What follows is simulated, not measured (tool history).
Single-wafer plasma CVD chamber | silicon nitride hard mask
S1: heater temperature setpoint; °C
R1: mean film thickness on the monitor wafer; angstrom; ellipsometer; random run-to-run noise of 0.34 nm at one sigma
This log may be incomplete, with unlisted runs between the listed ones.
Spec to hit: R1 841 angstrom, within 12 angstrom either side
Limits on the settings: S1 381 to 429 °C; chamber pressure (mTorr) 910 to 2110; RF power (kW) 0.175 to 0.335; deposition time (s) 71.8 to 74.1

{"run": 1, "day": 0.0, "S1": 405, "chamber pressure (mTorr)": 1510, "RF power (kW)": 0.255, "deposition time (s)": 71.8, "R1": 672.62}
{"run": 2, "day": 0.158, "S1": 405, "chamber pressure (mTorr)": 1600, "RF power (kW)": 0.26, "deposition time (s)": 71.9, "R1": 695.65}
{"run": 3, "day": 0.467, "S1": 399, "chamber pressure (mTorr)": 1600, "RF power (kW)": 0.26, "deposition time (s)": 71.9, "R1": 692.26}
{"run": 4, "day": 0.579, "S1": 403, "chamber pressure (mTorr)": 1600, "RF power (kW)": 0.26, "deposition time (s)": 71.9, "R1": 701.72}
{"run": 5, "day": 0.729, "S1": 403, "chamber pressure (mTorr)": 1600, "RF power (kW)": 0.26, "deposition time (s)": 71.8, "R1": 695.04}
{"run": 6, "day": 1.046, "S1": 403, "chamber pressure (mTorr)": 1600, "RF power (kW)": 0.285, "deposition time (s)": 71.8, "R1": 742.98}
{"run": 7, "day": 1.4, "S1": 403, "chamber pressure (mTorr)": 1900, "RF power (kW)": 0.3, "deposition time (s)": 71.9, "R1": 807.98}
{"run": 8, "day": 1.571, "S1": 403, "chamber pressure (mTorr)": 1930, "RF power (kW)": 0.3, "deposition time (s)": 71.9, "R1": 817.48}
{"run": 9, "day": 1.921, "S1": 403, "chamber pressure (mTorr)": 1950, "RF power (kW)": 0.3, "deposition time (s)": 71.9, "R1": 816.21}
{"day": 2.275, "done": "capacitance manometer re-zeroed and calibrated"}
{"run": 10, "day": 2.275, "S1": 403, "chamber pressure (mTorr)": 1970, "RF power (kW)": 0.3, "deposition time (s)": 71.9, "R1": 809.22}
{"run": 11, "day": 2.317, "S1": 403, "chamber pressure (mTorr)": 1980, "RF power (kW)": 0.3, "deposition time (s)": 71.9, "R1": 818.42}
{"run": 12, "day": 2.688, "S1": 403, "chamber pressure (mTorr)": 2000, "RF power (kW)": 0.3, "deposition time (s)": 71.9, "R1": 815.44}
{"run": 13, "day": 2.754, "S1": 403, "chamber pressure (mTorr)": 2010, "RF power (kW)": 0.3, "deposition time (s)": 71.9, "R1": 813.45}
{"run": 14, "day": 3.117, "S1": 403, "chamber pressure (mTorr)": 2020, "RF power (kW)": 0.3, "deposition time (s)": 71.9, "R1": 817.43}
{"run": 15, "day": 3.296, "S1": 403, "chamber pressure (mTorr)": 2030, "RF power (kW)": 0.3, "deposition time (s)": 71.9, "R1": 815.38}
{"run": 16, "day": 3.362, "S1": 403, "chamber pressure (mTorr)": 2030, "RF power (kW)": 0.3, "deposition time (s)": 71.9, "R1": 822.96}

Which single option among these 5 for the next run brings every result within its allowed miss of target? Just one does.
{"run": "A", "day": 3.429, "S1": 409, "chamber pressure (mTorr)": 2070, "RF power (kW)": 0.29, "deposition time (s)": 72.8, "R1": "?"}
{"run": "B", "day": 3.429, "S1": 393, "chamber pressure (mTorr)": 1990, "RF power (kW)": 0.295, "deposition time (s)": 72.2, "R1": "?"}
{"run": "C", "day": 3.429, "S1": 397, "chamber pressure (mTorr)": 1940, "RF power (kW)": 0.315, "deposition time (s)": 73.7, "R1": "?"}
{"run": "D", "day": 3.429, "S1": 406, "chamber pressure (mTorr)": 2110, "RF power (kW)": 0.3, "deposition time (s)": 72.9, "R1": "?"}
{"run": "E", "day": 3.429, "S1": 401, "chamber pressure (mTorr)": 2050, "RF power (kW)": 0.285, "deposition time (s)": 74.1, "R1": "?"}

move=A R1=815.76
move=B R1=816.98
move=C R1=868.56
move=D R1=843.33
move=E R1=819.9
A: lands further from the targets than the last run did
B: lands further from the targets than the last run did
C: moves the result that the last run missed by most past its target, out the other side
D: all results in spec
E: lands further from the targets than the last run did
D is the move that brings every result within its allowed miss.
